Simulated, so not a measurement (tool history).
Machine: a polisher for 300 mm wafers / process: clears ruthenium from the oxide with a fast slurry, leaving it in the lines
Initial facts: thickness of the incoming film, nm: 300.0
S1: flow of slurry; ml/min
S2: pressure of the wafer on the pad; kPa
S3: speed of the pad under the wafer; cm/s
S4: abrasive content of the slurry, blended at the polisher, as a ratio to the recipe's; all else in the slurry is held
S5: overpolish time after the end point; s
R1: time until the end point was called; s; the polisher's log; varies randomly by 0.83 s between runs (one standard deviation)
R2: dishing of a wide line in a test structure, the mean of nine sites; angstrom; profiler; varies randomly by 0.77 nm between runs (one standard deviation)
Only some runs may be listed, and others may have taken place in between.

run,day,S1,S2,S3,S4,S5,R1,R2
1,0,250,17.2,126,1,12,59.088,506.58
2,0.238,250,13.1,126,1,12,73.546,414.33
3,0.488,250,13.1,126,1,7,72.402,254.02
4,0.571,250,13.1,126,1,8,71.359,296.58
5,0.654,250,13.1,126,1,4,72.086,148.64
6,0.95,250,13.1,126,1,8,71.716,283.26
7,1.262,250,13.1,126,1,8,73.105,292.96

Run 8 comes next. What will it give?
8,1.308,250,13.1,128,1,9,?,?

{"run 8": {"R1": 70.716, "R2": 322.1}}

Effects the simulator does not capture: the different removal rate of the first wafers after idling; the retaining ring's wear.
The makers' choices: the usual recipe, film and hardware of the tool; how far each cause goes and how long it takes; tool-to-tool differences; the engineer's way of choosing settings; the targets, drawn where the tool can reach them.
